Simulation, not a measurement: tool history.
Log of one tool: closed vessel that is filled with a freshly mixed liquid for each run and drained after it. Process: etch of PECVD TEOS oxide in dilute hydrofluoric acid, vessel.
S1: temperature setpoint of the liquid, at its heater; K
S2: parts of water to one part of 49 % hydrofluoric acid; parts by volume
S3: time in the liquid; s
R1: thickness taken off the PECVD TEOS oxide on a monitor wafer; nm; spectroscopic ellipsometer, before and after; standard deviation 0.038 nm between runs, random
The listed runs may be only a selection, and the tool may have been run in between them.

| run | day | S1 | S2 | S3 | R1 |
|---|---|---|---|---|---|
| 1 | 0.000 | 298.15 | 50 | 30 | 7.3147 |
| 2 | 0.096 | 298.15 | 35 | 30 | 10.5270 |
| 3 | 0.246 | 297.15 | 40 | 30 | 8.8925 |
| 4 | 0.388 | 296.15 | 45 | 30 | 7.5001 |
| 5 | 0.679 | 295.15 | 45 | 30 | 7.3054 |
| 6 | 0.979 | 294.65 | 45 | 30 | 7.0122 |
| 7 | 1.183 | 294.65 | 45 | 30 | 6.9311 |

Forecast run 8:
| 8 | 1.279 | 294.15 | 45 | 30 | ? |

Run 8 yielded R1 6.9497 nm.

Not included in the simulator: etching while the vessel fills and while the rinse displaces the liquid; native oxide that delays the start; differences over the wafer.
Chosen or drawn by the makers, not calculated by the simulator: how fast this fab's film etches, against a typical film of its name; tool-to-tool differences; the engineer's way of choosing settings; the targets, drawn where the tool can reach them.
